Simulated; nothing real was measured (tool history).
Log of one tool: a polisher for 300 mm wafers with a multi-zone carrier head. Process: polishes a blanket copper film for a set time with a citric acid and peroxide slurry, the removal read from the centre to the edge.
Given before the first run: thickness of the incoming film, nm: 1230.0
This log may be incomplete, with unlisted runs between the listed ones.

run	hour	flow of slurry (ml/min)	pressure of the head's centre zone	pressure of the head's middle zone	pressure of the head's edge zone	abrasive content of the slurry	polishing time (s)	film removed at the wafer's centre (angstrom)	film removed at mid-radius (angstrom)	film removed at the wafer's edge (angstrom)
1	0.0	255	1.00	1.00	1.00	1.00	75	2352.7	2216.3	2265.0
2	4.4	270	1.04	1.03	1.03	1.10	75	2550.2	2353.7	2356.0
3	7.0	270	1.04	1.03	1.03	1.25	75	2633.0	2429.8	2440.3
4	14.6	280	1.07	1.05	1.05	1.30	75	2673.3	2474.9	2497.1
5	18.5	280	1.07	1.05	0.98	1.30	75	2630.9	2437.5	2406.3
6	23.3	280	1.14	1.05	0.98	1.30	75	2860.0	2472.9	2391.4
7	25.2	285	1.15	1.06	1.00	1.35	75	2928.5	2520.0	2435.0

Expected results for the next run?
8	26.1	290	1.16	1.07	1.02	1.40	75	?	?	?

Run 8 yielded film removed at the wafer's centre (angstrom) 2961.0, film removed at mid-radius (angstrom) 2573.0, film removed at the wafer's edge (angstrom) 2479.1.

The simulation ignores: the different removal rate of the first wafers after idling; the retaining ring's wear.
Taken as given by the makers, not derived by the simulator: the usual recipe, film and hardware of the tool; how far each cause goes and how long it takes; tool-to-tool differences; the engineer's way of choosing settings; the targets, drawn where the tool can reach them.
